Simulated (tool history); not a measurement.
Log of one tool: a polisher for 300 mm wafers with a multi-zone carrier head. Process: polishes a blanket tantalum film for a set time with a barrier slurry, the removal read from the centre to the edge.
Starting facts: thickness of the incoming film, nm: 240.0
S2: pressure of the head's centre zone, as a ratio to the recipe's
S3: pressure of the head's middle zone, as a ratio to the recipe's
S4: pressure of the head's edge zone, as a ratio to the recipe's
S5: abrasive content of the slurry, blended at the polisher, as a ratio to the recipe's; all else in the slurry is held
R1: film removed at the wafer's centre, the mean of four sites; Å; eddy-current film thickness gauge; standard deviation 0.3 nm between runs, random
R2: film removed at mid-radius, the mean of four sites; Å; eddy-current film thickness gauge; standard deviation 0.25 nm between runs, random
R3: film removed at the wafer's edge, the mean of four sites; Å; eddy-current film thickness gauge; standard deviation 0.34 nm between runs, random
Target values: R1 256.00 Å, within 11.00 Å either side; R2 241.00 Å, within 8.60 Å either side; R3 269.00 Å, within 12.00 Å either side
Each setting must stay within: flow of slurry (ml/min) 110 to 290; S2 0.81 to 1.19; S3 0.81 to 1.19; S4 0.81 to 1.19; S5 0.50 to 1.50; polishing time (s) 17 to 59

run 1 hour=0.0 | flow_of_slurry_(ml/min)=185 S2=1.00 S3=1.00 S4=1.00 S5=1.00 polishing_time_(s)=38 | R1=408.57 R2=393.24 R3=388.98
run 2 hour=8.9 | flow_of_slurry_(ml/min)=185 S2=1.00 S3=1.00 S4=0.95 S5=1.00 polishing_time_(s)=38 | R1=404.69 R2=391.18 R3=373.24
run 3 hour=9.5 | flow_of_slurry_(ml/min)=175 S2=0.98 S3=0.96 S4=0.95 S5=0.90 polishing_time_(s)=37 | R1=375.97 R2=361.88 R3=355.66
run 4 hour=16.2 | flow_of_slurry_(ml/min)=150 S2=0.98 S3=0.96 S4=0.95 S5=0.90 polishing_time_(s)=37 | R1=353.76 R2=353.36 R3=343.79
run 5 hour=22.0 | flow_of_slurry_(ml/min)=150 S2=0.97 S3=0.93 S4=0.96 S5=0.85 polishing_time_(s)=35 | R1=329.22 R2=324.69 R3=329.44
run 6 hour=24.4 | flow_of_slurry_(ml/min)=115 S2=0.97 S3=0.93 S4=0.96 S5=0.85 polishing_time_(s)=35 | R1=317.55 R2=308.87 R3=319.23
run 7 hour=31.9 | flow_of_slurry_(ml/min)=115 S2=0.97 S3=0.91 S4=0.96 S5=0.80 polishing_time_(s)=34 | R1=293.41 R2=287.22 R3=307.57
run 8 hour=35.7 | flow_of_slurry_(ml/min)=115 S2=0.98 S3=0.90 S4=0.95 S5=0.75 polishing_time_(s)=34 | R1=297.46 R2=283.23 R3=294.61
run 9 hour=36.9 | flow_of_slurry_(ml/min)=115 S2=0.97 S3=0.89 S4=0.96 S5=0.70 polishing_time_(s)=34 | R1=291.58 R2=272.43 R3=290.02
run 10 hour=39.5 | flow_of_slurry_(ml/min)=115 S2=0.96 S3=0.88 S4=0.96 S5=0.65 polishing_time_(s)=34 | R1=276.50 R2=262.32 R3=283.14

Below are 5 possible settings for the next run. Only one of them brings all results inside the allowed miss of their targets. Which is it?
run A hour=42.1 | flow_of_slurry_(ml/min)=110 S2=1.06 S3=0.81 S4=1.05 S5=0.50 polishing_time_(s)=37 | R1=? R2=? R3=?
run B hour=42.1 | flow_of_slurry_(ml/min)=110 S2=0.89 S3=0.81 S4=1.13 S5=0.65 polishing_time_(s)=34 | R1=? R2=? R3=?
run C hour=42.1 | flow_of_slurry_(ml/min)=160 S2=1.07 S3=0.81 S4=0.89 S5=0.70 polishing_time_(s)=29 | R1=? R2=? R3=?
run D hour=42.1 | flow_of_slurry_(ml/min)=135 S2=0.99 S3=0.83 S4=0.96 S5=0.65 polishing_time_(s)=34 | R1=? R2=? R3=?
run E hour=42.1 | flow_of_slurry_(ml/min)=140 S2=0.94 S3=0.86 S4=1.02 S5=0.80 polishing_time_(s)=29 | R1=? R2=? R3=?

move=A R1=303.61 R2=238.27 R3=281.21
move=B R1=258.74 R2=242.37 R3=295.55
move=C R1=291.78 R2=225.04 R3=243.24
move=D R1=299.48 R2=255.43 R3=281.47
move=E R1=261.82 R2=241.68 R3=265.39
A: corrects the largest miss of the last run, while another result sits out of spec
B: corrects the largest miss of the last run, while another result sits out of spec
C: moves the result that the last run missed by most past its target, out the other side
D: the biggest miss grows against the last run
E: every result lands within tolerance
Answer: E
